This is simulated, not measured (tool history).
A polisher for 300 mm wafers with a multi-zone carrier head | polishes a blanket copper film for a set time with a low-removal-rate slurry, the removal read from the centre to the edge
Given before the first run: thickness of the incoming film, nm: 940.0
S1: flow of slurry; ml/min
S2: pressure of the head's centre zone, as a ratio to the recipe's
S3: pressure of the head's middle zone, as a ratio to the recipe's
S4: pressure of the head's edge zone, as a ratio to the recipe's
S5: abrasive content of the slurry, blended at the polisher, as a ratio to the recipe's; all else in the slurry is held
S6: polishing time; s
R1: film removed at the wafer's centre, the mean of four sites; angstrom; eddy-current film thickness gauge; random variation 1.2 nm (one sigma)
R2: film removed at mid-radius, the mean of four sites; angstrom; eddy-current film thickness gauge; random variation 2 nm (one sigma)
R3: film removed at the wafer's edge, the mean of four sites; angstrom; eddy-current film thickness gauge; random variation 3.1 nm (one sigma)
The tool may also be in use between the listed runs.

| run | day | S1 | S2 | S3 | S4 | S5 | S6 | R1 | R2 | R3 |
|---|---|---|---|---|---|---|---|---|---|---|
| 1 | 0.000 | 230 | 1.00 | 1.00 | 1.00 | 1.00 | 70 | 3829.5 | 3566.6 | 3482.5 |
| 2 | 0.025 | 230 | 1.00 | 1.00 | 1.00 | 1.00 | 77 | 4239.2 | 3846.3 | 4119.0 |
| 3 | 0.238 | 230 | 1.00 | 1.00 | 1.06 | 1.00 | 77 | 4193.0 | 3895.0 | 4055.7 |
| 4 | 0.612 | 220 | 0.98 | 0.98 | 1.07 | 0.95 | 73 | 3810.6 | 3639.2 | 3848.9 |
| 5 | 0.721 | 220 | 0.98 | 0.98 | 1.14 | 0.95 | 73 | 3812.2 | 3569.4 | 4028.9 |
| 6 | 1.000 | 220 | 0.90 | 0.98 | 1.14 | 0.95 | 73 | 3520.9 | 3520.2 | 3998.5 |
|  | 1.325 | centre zone pressure recalibrated |
| 7 | 1.325 | 215 | 0.89 | 0.97 | 1.13 | 0.90 | 69 | 3042.0 | 3322.7 | 3642.5 |
| 8 | 1.429 | 230 | 0.90 | 0.95 | 1.13 | 0.85 | 65 | 2904.8 | 3065.8 | 3474.5 |
| 9 | 1.533 | 235 | 0.91 | 0.94 | 1.11 | 0.80 | 62 | 2777.0 | 2895.5 | 3248.3 |
| 10 | 1.842 | 240 | 0.91 | 0.93 | 1.10 | 0.75 | 60 | 2659.6 | 2774.2 | 3129.9 |
| 11 | 2.079 | 240 | 0.91 | 0.92 | 1.08 | 0.70 | 58 | 2573.9 | 2647.7 | 2999.4 |
| 12 | 2.350 | 235 | 0.90 | 0.91 | 1.06 | 0.70 | 56 | 2450.8 | 2514.0 | 2817.4 |
| 13 | 2.688 | 230 | 0.89 | 0.90 | 1.05 | 0.70 | 55 | 2351.6 | 2431.7 | 2769.8 |

What does the tool deliver on the next run?
| 14 | 2.888 | 225 | 0.88 | 0.89 | 1.03 | 0.70 | 54 | ? | ? | ? |

Logged for run 14: R1 2277.5 angstrom, R2 2380.1 angstrom, R3 2677.1 angstrom.

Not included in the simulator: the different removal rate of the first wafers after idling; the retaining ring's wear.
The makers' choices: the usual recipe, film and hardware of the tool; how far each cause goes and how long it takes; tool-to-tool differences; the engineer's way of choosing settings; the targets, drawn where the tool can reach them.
